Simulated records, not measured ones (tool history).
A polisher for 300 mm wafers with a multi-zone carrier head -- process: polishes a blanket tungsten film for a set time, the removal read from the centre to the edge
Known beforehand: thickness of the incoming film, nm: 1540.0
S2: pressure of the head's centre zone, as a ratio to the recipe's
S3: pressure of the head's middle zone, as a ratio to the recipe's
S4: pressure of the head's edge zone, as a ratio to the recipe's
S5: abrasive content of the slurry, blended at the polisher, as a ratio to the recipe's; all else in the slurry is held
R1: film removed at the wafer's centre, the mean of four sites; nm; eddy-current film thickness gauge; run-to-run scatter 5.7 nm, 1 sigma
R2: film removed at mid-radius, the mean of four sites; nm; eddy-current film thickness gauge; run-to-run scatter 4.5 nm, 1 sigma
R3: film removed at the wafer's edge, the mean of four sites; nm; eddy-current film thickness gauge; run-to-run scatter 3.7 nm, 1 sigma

Run 1, day 0.000: flow of slurry (ml/min) 290, S2 1.00, S3 1.00, S4 1.00, S5 1.00, polishing time (s) 71. Result: R1 387.29 nm, R2 386.47 nm, R3 388.02 nm.
Run 2, day 0.067: flow of slurry (ml/min) 295, S2 0.99, S3 1.03, S4 1.04, S5 1.10, polishing time (s) 73. Result: R1 411.66 nm, R2 421.16 nm, R3 420.99 nm.
Run 3, day 0.425: flow of slurry (ml/min) 295, S2 0.96, S3 1.03, S4 1.04, S5 1.10, polishing time (s) 73. Result: R1 396.47 nm, R2 424.65 nm, R3 422.24 nm.
Run 4, day 0.512: flow of slurry (ml/min) 295, S2 0.96, S3 1.03, S4 1.13, S5 1.10, polishing time (s) 73. Result: R1 401.03 nm, R2 421.04 nm, R3 437.85 nm.
Run 5, day 0.608: flow of slurry (ml/min) 295, S2 0.99, S3 1.03, S4 1.13, S5 1.10, polishing time (s) 73. Result: R1 401.87 nm, R2 421.33 nm, R3 437.68 nm.
Run 6, day 0.750: flow of slurry (ml/min) 295, S2 0.99, S3 1.03, S4 1.13, S5 0.95, polishing time (s) 73. Result: R1 389.52 nm, R2 406.52 nm, R3 421.88 nm.
Run 7, day 1.033: flow of slurry (ml/min) 300, S2 0.99, S3 1.06, S4 1.14, S5 1.10, polishing time (s) 74. Result: R1 414.92 nm, R2 443.59 nm, R3 449.32 nm.
Run 8, day 1.196: flow of slurry (ml/min) 305, S2 0.99, S3 1.08, S4 1.15, S5 1.20, polishing time (s) 75. Result: R1 428.82 nm, R2 462.86 nm, R3 467.64 nm.

What does the tool deliver on the next run?
Run 9, day 1.288: flow of slurry (ml/min) 310, S2 0.99, S3 1.10, S4 1.16, S5 1.25, polishing time (s) 76. Result: R1 ?, R2 ?, R3 ?.

R1: 445.91 nm
R2: 487.14 nm
R3: 483.57 nm

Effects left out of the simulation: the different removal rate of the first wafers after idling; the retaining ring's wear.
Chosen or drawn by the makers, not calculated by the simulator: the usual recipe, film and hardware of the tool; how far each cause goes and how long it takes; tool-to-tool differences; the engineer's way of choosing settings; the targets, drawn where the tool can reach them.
